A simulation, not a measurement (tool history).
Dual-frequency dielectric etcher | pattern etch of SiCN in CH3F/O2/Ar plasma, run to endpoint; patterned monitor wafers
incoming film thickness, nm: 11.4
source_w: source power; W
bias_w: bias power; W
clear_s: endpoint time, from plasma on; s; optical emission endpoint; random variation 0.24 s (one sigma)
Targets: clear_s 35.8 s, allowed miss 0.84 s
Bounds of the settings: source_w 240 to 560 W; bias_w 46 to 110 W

{"run": 1, "hour": 0.0, "source_w": 400, "bias_w": 78, "clear_s": 29.113}
{"run": 2, "hour": 5.4, "source_w": 450, "bias_w": 78, "clear_s": 27.924}
{"run": 3, "hour": 13.2, "source_w": 480, "bias_w": 78, "clear_s": 27.728}
{"run": 4, "hour": 19.6, "source_w": 430, "bias_w": 70, "clear_s": 29.862}
{"run": 5, "hour": 25.5, "source_w": 410, "bias_w": 70, "clear_s": 30.389}
{"run": 6, "hour": 28.5, "source_w": 410, "bias_w": 77, "clear_s": 29.222}
{"run": 7, "hour": 32.2, "source_w": 380, "bias_w": 72, "clear_s": 30.828}
{"run": 8, "hour": 34.9, "source_w": 350, "bias_w": 69, "clear_s": 32.021}
{"run": 9, "hour": 38.0, "source_w": 330, "bias_w": 67, "clear_s": 33.475}

Which of these 5 next moves meets every target?
{"run": "A", "hour": 41.1, "source_w": 300, "bias_w": 75, "clear_s": "?"}
{"run": "B", "hour": 41.1, "source_w": 400, "bias_w": 57, "clear_s": "?"}
{"run": "C", "hour": 41.1, "source_w": 350, "bias_w": 56, "clear_s": "?"}
{"run": "D", "hour": 41.1, "source_w": 290, "bias_w": 70, "clear_s": "?"}
{"run": "E", "hour": 41.1, "source_w": 320, "bias_w": 71, "clear_s": "?"}

move=A clear_s=31.994
move=B clear_s=34.349
move=C clear_s=36.048
move=D clear_s=33.501
move=E clear_s=32.397
A: further off than the last run
B: nearer than the last run, and not there yet
C: meets every target
D: as far off as the last run
E: further off than the last run
The right move is C.
